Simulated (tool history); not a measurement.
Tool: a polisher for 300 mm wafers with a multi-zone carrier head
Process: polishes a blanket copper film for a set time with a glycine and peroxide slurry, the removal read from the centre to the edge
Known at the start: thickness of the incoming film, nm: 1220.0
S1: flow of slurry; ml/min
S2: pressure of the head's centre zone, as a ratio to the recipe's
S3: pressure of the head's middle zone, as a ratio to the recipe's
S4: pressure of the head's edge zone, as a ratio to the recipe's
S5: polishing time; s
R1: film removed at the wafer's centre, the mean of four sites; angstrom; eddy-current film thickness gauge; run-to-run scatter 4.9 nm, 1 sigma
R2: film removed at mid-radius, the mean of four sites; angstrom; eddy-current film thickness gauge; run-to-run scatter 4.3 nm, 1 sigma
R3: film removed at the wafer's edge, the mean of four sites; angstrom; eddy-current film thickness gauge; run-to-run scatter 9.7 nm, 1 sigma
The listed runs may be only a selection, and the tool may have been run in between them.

run 1 hour=0.0 | S1=215 S2=1.00 S3=1.00 S4=1.00 S5=65 | R1=4941.7 R2=5013.7 R3=4914.2
run 2 hour=8.9 | S1=220 S2=1.01 S3=1.00 S4=1.02 S5=66 | R1=5044.8 R2=5111.1 R3=5195.7
run 3 hour=11.7 | S1=220 S2=1.09 S3=1.00 S4=1.02 S5=66 | R1=5523.9 R2=5104.1 R3=5287.1
run 4 hour=19.8 | S1=220 S2=1.09 S3=1.04 S4=1.02 S5=66 | R1=5478.4 R2=5194.9 R3=5125.3
run 5 hour=22.7 | S1=220 S2=1.09 S3=0.96 S4=1.02 S5=66 | R1=5462.2 R2=4943.5 R3=5164.7
run 6 hour=26.0 | S1=220 S2=1.12 S3=0.96 S4=1.02 S5=66 | R1=5702.9 R2=4930.0 R3=4959.7

Estimate the outcome of run 7 from the log above:
run 7 hour=29.6 | S1=225 S2=1.13 S3=0.97 S4=1.04 S5=66 | R1=? R2=? R3=?

{"run 7": {"R1": 5746.2, "R2": 4927.3, "R3": 5088.8}}

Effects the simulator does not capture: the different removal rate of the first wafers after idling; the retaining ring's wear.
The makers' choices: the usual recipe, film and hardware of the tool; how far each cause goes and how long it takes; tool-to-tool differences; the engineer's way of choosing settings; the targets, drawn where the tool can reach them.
